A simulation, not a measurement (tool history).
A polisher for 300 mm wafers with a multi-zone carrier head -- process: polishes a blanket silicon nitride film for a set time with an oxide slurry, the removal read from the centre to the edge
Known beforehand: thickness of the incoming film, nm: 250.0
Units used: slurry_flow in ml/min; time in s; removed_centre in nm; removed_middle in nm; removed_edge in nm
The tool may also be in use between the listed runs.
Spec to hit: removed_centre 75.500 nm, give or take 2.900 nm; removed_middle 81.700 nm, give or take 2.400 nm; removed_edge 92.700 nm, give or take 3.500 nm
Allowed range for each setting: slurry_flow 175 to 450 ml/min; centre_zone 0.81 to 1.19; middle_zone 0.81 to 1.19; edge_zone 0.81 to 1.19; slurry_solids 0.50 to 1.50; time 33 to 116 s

| run | hour | slurry_flow | centre_zone | middle_zone | edge_zone | slurry_solids | time | removed_centre | removed_middle | removed_edge |
|---|---|---|---|---|---|---|---|---|---|---|
| 1 | 0.0 | 290 | 1.00 | 1.00 | 1.00 | 1.00 | 74 | 69.227 | 69.595 | 68.913 |
| 2 | 2.7 | 290 | 0.98 | 0.99 | 1.03 | 1.10 | 74 | 70.833 | 70.849 | 71.850 |
| 3 | 10.8 | 285 | 0.95 | 0.98 | 1.06 | 1.20 | 75 | 72.362 | 73.896 | 75.425 |
| 4 | 12.3 | 285 | 0.88 | 0.98 | 1.06 | 1.20 | 75 | 64.958 | 74.094 | 76.339 |
| 5 | 12.9 | 290 | 0.87 | 0.97 | 1.08 | 1.25 | 76 | 68.294 | 75.514 | 78.765 |
| 6 | 18.7 | 290 | 0.87 | 0.97 | 1.13 | 1.25 | 76 | 67.327 | 75.829 | 79.939 |
| 7 | 21.7 | 290 | 0.86 | 0.96 | 1.14 | 1.30 | 77 | 68.940 | 76.626 | 84.844 |
| 8 | 30.0 | 295 | 0.86 | 0.96 | 1.15 | 1.30 | 77 | 69.254 | 78.002 | 84.824 |
| 9 | 35.9 | 300 | 0.86 | 0.95 | 1.16 | 1.30 | 77 | 69.586 | 76.774 | 83.915 |

Which single option among these 4 for the next run brings every result within its allowed miss of target? Just one does.
| A | 41.8 | 380 | 0.99 | 0.90 | 1.15 | 1.25 | 76 | ? | ? | ? |
| B | 41.8 | 300 | 0.86 | 0.91 | 1.15 | 1.20 | 88 | ? | ? | ? |
| C | 41.8 | 365 | 0.96 | 1.05 | 1.12 | 1.20 | 68 | ? | ? | ? |
| D | 41.8 | 340 | 0.91 | 1.09 | 1.10 | 1.15 | 72 | ? | ? | ? |

| move | removed_centre | removed_middle | removed_edge |
|---|---|---|---|
| A | 76.679 | 71.808 | 83.827 |
| B | 74.350 | 81.165 | 94.156 |
| C | 65.206 | 71.656 | 72.458 |
| D | 63.846 | 76.485 | 74.305 |
A: moves away from the targets compared with the last run
B: all results land within tolerance of their targets
C: moves away from the targets compared with the last run
D: moves away from the targets compared with the last run
B meets every target.
